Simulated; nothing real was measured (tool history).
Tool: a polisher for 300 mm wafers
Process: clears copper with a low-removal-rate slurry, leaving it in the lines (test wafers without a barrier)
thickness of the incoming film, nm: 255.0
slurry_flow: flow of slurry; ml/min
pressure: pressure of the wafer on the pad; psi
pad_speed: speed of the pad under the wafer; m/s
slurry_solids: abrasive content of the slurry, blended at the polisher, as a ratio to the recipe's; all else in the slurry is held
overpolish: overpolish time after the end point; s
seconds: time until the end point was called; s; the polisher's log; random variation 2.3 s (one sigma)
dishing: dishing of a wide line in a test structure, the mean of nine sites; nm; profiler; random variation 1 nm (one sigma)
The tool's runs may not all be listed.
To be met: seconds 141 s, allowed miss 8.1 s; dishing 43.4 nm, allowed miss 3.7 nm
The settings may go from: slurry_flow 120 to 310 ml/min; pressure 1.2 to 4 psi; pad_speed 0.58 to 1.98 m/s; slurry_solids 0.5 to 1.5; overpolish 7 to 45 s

{"run": 1, "hour": 0.0, "slurry_flow": 200, "pressure": 2.6, "pad_speed": 1.28, "slurry_solids": 1, "overpolish": 23, "seconds": 76.472, "dishing": 43.891}
{"run": 2, "hour": 3.3, "slurry_flow": 240, "pressure": 2.6, "pad_speed": 1.28, "slurry_solids": 1, "overpolish": 23, "seconds": 78.803, "dishing": 44.441}
{"run": 3, "hour": 7.1, "slurry_flow": 240, "pressure": 2.6, "pad_speed": 1.28, "slurry_solids": 0.85, "overpolish": 23, "seconds": 84.062, "dishing": 44.827}
{"run": 4, "hour": 15.1, "slurry_flow": 240, "pressure": 2.6, "pad_speed": 1.28, "slurry_solids": 1, "overpolish": 23, "seconds": 77.739, "dishing": 46.216}
{"run": 5, "hour": 21.6, "slurry_flow": 245, "pressure": 2.3, "pad_speed": 1.26, "slurry_solids": 1, "overpolish": 26, "seconds": 87.586, "dishing": 46.9}
{"run": 6, "hour": 27.4, "slurry_flow": 200, "pressure": 2.3, "pad_speed": 1.26, "slurry_solids": 1, "overpolish": 26, "seconds": 90.726, "dishing": 45.618}
{"run": 7, "hour": 34.1, "slurry_flow": 200, "pressure": 2.3, "pad_speed": 1.26, "slurry_solids": 1, "overpolish": 26, "seconds": 88.167, "dishing": 43.992}
{"run": 8, "hour": 38.1, "slurry_flow": 200, "pressure": 2.1, "pad_speed": 1.24, "slurry_solids": 1, "overpolish": 28, "seconds": 98.137, "dishing": 42.116}
{"run": 9, "hour": 40.9, "slurry_flow": 200, "pressure": 1.9, "pad_speed": 1.22, "slurry_solids": 1, "overpolish": 31, "seconds": 112.87, "dishing": 42.064}
{"run": 10, "hour": 45.2, "slurry_flow": 200, "pressure": 1.8, "pad_speed": 1.22, "slurry_solids": 1, "overpolish": 33, "seconds": 114.26, "dishing": 43.959}
{"run": 11, "hour": 49.5, "slurry_flow": 200, "pressure": 1.7, "pad_speed": 1.22, "slurry_solids": 1, "overpolish": 34, "seconds": 120.9, "dishing": 41.898}
{"run": 12, "hour": 51.5, "slurry_flow": 200, "pressure": 1.6, "pad_speed": 1.22, "slurry_solids": 1, "overpolish": 35, "seconds": 127.9, "dishing": 41.098}

Which of these 4 next moves meets every target?
{"run": "A", "hour": 53.5, "slurry_flow": 210, "pressure": 2, "pad_speed": 1.1, "slurry_solids": 0.75, "overpolish": 42, "seconds": "?", "dishing": "?"}
{"run": "B", "hour": 53.5, "slurry_flow": 230, "pressure": 1.3, "pad_speed": 1.26, "slurry_solids": 1.1, "overpolish": 43, "seconds": "?", "dishing": "?"}
{"run": "C", "hour": 53.5, "slurry_flow": 215, "pressure": 2.1, "pad_speed": 1, "slurry_solids": 1.15, "overpolish": 35, "seconds": "?", "dishing": "?"}
{"run": "D", "hour": 53.5, "slurry_flow": 200, "pressure": 1.5, "pad_speed": 1.18, "slurry_solids": 1, "overpolish": 33, "seconds": "?", "dishing": "?"}

move=A seconds=120.47 dishing=47.501
move=B seconds=136.75 dishing=42.643
move=C seconds=115.49 dishing=43.765
move=D seconds=135.15 dishing=36.821
A: further off than the last run
B: meets every target
C: further off than the last run
D: brings the result that was furthest off to its target, and leaves another outside
The right move is B.

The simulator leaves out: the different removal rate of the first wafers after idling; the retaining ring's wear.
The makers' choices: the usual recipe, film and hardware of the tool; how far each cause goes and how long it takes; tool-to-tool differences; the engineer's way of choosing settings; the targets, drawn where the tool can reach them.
